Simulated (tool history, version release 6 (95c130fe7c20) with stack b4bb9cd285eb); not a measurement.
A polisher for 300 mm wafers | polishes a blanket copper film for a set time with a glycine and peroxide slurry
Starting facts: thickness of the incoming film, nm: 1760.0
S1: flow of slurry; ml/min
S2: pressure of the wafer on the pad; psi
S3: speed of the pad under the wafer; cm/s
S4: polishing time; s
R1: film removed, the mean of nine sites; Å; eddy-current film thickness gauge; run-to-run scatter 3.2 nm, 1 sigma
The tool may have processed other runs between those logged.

{"run": 1, "hour": 0.0, "S1": 170, "S2": 3.1, "S3": 102, "S4": 103, "R1": 5684.3}
{"run": 2, "hour": 2.6, "S1": 165, "S2": 2.9, "S3": 102, "S4": 103, "R1": 5419}
{"run": 3, "hour": 4.0, "S1": 165, "S2": 2.8, "S3": 102, "S4": 103, "R1": 5168}
{"run": 4, "hour": 6.9, "S1": 165, "S2": 2.8, "S3": 126, "S4": 103, "R1": 6287.2}
{"run": 5, "hour": 9.9, "S1": 160, "S2": 2.6, "S3": 126, "S4": 103, "R1": 5860.1}
{"run": 6, "hour": 10.9, "S1": 155, "S2": 2.4, "S3": 126, "S4": 103, "R1": 5444}

Run 7 has not been measured yet. What should we expect?
{"run": 7, "hour": 16.0, "S1": 120, "S2": 1.5, "S3": 126, "S4": 103, "R1": "?"}

R1: 3533.8 Å
